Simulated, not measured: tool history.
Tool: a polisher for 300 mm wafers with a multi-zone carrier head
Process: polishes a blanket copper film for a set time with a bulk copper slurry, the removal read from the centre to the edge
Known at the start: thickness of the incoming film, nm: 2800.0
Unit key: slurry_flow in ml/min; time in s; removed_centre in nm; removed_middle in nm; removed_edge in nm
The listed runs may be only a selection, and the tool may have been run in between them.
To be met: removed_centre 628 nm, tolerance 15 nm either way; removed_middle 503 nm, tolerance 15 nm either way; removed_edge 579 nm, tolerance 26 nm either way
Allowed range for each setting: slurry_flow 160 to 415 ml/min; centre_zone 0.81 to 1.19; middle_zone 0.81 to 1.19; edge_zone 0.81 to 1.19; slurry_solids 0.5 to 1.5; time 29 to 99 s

run,hour,slurry_flow,centre_zone,middle_zone,edge_zone,slurry_solids,time,removed_centre,removed_middle,removed_edge
1,0,265,1,1,1,1,64,429.02,427.67,436.86
2,5.9,300,1,1,1,1,64,444.23,434.69,437.34
3,11.9,300,1.08,1,1,1,64,473.01,424.96,431.92
4,17.4,300,1.08,1,0.96,1,64,469.25,430.69,436.95
5,25.3,300,1.08,1,0.96,1.05,64,486.54,437.18,441.12
6,29,300,1.08,1.05,0.96,1.05,64,482.15,460.62,434.14
7,36.1,280,1.08,1.01,0.97,1.2,67,511.91,477.51,467.65
8,42,275,1.09,0.97,0.99,1.3,70,552.96,485.81,500.88
9,50,285,1.09,0.95,1.03,1.35,71,564.52,500.27,512.13
10,58.6,270,1.09,0.92,1.04,1.4,73,579.95,492.74,548.56

5 candidate next runs follow, results not yet known. Just one meets every target within its allowed miss. Identify it.
A,67.2,210,0.99,0.91,1.08,1.2,79,?,?,?
B,67.2,370,1.19,0.96,0.91,1.3,72,?,?,?
C,67.2,180,0.98,0.81,1.01,1.1,89,?,?,?
D,67.2,255,1,0.83,1.11,1.45,75,?,?,?
E,67.2,245,1.08,0.85,0.97,1.45,80,?,?,?

move,removed_centre,removed_middle,removed_edge
A,530.65,495.65,559.29
B,634.35,510.75,500.24
C,564.5,485.81,587.95
D,546.71,467.45,574.11
E,627,505.97,570.93
A: misses by more than the last run did
B: corrects the largest miss of the last run, while another result sits out of spec
C: misses by more than the last run did
D: misses by more than the last run did
E: every result within its allowed miss
Correct choice: E, which meets every target

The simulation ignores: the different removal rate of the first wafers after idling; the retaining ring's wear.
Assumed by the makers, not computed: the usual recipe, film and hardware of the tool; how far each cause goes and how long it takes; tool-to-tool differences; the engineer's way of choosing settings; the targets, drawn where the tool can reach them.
